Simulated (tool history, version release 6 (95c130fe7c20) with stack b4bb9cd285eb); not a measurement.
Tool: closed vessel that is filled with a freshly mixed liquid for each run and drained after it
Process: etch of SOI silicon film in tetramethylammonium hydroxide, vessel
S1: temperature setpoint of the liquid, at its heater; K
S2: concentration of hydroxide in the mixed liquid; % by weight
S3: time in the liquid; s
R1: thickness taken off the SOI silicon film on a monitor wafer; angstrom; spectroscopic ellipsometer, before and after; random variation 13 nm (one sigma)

run,hour,S1,S2,S3,R1
1,0.0,349.15,9.5,105,11184
2,0.7,349.15,7.5,105,12025
3,4.3,350.15,7.5,105,12798
4,9.2,350.15,7.5,105,12771
5,17.0,351.15,7.5,105,13572
6,20.1,352.15,7.5,105,14187

Run 7 comes next. What will it give?
7,25.8,352.65,7.5,105,?

R1: 14632 angstrom
